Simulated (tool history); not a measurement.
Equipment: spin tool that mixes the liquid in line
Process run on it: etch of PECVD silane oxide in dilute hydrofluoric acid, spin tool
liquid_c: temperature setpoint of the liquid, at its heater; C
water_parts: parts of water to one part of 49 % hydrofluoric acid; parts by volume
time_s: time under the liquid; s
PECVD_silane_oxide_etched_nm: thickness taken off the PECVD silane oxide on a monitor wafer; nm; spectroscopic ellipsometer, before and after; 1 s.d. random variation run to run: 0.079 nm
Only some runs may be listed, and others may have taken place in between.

run 1 hour=0.0 | liquid_c=24.0 water_parts=220 time_s=25 | PECVD_silane_oxide_etched_nm=4.0399
run 2 hour=6.1 | liquid_c=26.0 water_parts=190 time_s=25 | PECVD_silane_oxide_etched_nm=5.1594
run 3 hour=6.7 | liquid_c=27.5 water_parts=190 time_s=25 | PECVD_silane_oxide_etched_nm=5.4660
run 4 hour=9.8 | liquid_c=27.5 water_parts=110 time_s=25 | PECVD_silane_oxide_etched_nm=10.6590
run 5 hour=17.5 | liquid_c=27.5 water_parts=110 time_s=25 | PECVD_silane_oxide_etched_nm=10.5970
run 6 hour=23.4 | liquid_c=27.5 water_parts=165 time_s=25 | PECVD_silane_oxide_etched_nm=6.5290
run 7 hour=27.2 | liquid_c=28.0 water_parts=150 time_s=25 | PECVD_silane_oxide_etched_nm=7.5052

Predict the results of run 8:
run 8 hour=34.7 | liquid_c=28.5 water_parts=140 time_s=25 | PECVD_silane_oxide_etched_nm=?

PECVD_silane_oxide_etched_nm: 8.3191 nm
